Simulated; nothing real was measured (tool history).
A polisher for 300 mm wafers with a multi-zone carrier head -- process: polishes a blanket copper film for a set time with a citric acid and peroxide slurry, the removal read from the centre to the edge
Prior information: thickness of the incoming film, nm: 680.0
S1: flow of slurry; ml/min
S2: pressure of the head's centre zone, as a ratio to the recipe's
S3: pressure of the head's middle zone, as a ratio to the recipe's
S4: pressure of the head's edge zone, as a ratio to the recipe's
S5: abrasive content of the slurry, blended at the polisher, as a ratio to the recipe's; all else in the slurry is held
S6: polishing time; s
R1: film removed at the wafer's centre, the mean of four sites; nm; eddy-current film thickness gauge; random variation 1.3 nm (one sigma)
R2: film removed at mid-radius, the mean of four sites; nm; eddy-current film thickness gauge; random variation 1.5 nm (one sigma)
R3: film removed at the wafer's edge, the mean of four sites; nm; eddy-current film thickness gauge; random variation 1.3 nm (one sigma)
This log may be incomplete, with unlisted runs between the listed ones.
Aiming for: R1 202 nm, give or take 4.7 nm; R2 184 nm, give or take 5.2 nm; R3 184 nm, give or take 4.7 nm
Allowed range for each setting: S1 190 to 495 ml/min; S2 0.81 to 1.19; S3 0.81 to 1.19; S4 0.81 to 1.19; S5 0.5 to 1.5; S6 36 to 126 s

| run | hour | S1 | S2 | S3 | S4 | S5 | S6 | R1 | R2 | R3 |
|---|---|---|---|---|---|---|---|---|---|---|
| 1 | 0 | 320 | 1 | 1 | 1 | 1 | 81 | 138.94 | 143.21 | 148.16 |
| 2 | 4.9 | 320 | 1 | 1 | 1 | 1 | 70 | 120.96 | 124.3 | 128.16 |
| 3 | 12.6 | 330 | 1.02 | 1.01 | 1.01 | 1.05 | 72 | 128.58 | 130.22 | 132.94 |
| 4 | 20 | 330 | 1.04 | 1.02 | 1.02 | 1.1 | 74 | 134.77 | 136.09 | 138.75 |
| 5 | 20.6 | 340 | 1.06 | 1.02 | 1.03 | 1.15 | 76 | 140.26 | 140.92 | 145.15 |
| 6 | 26.7 | 340 | 1.06 | 1.02 | 0.98 | 1.15 | 76 | 140.9 | 140.72 | 142.65 |
| 7 | 34.2 | 345 | 1.07 | 1.02 | 0.97 | 1.2 | 78 | 147.78 | 146.54 | 146.56 |
| 8 | 42.5 | 415 | 1.17 | 1.07 | 1.07 | 1.45 | 87 | 184.89 | 179.85 | 181.66 |
| 9 | 51 | 415 | 1.17 | 1.07 | 1.06 | 1.45 | 87 | 186.99 | 176.3 | 179.59 |

5 next moves are on the table. One of them brings every result within its allowed miss. Which?
| A | 59.5 | 460 | 1.19 | 1.03 | 0.98 | 1.45 | 92 | ? | ? | ? |
| B | 59.5 | 425 | 1.03 | 1.19 | 1.09 | 1.4 | 87 | ? | ? | ? |
| C | 59.5 | 455 | 1.19 | 0.9 | 1.05 | 1.35 | 88 | ? | ? | ? |
| D | 59.5 | 435 | 0.99 | 1.09 | 1.14 | 1.45 | 85 | ? | ? | ? |
| E | 59.5 | 430 | 1.19 | 1.15 | 1.06 | 1.35 | 88 | ? | ? | ? |

| move | R1 | R2 | R3 |
|---|---|---|---|
| A | 200.45 | 184.11 | 182.42 |
| B | 169.15 | 184.35 | 179.37 |
| C | 188.44 | 162.97 | 177.63 |
| D | 162.38 | 174.17 | 181.08 |
| E | 187.84 | 181.88 | 177.62 |
A: all results land within tolerance of their targets
B: further off than the last run
C: further off than the last run
D: further off than the last run
E: gains on the last run, yet a result remains outside its allowed miss
Answer: A
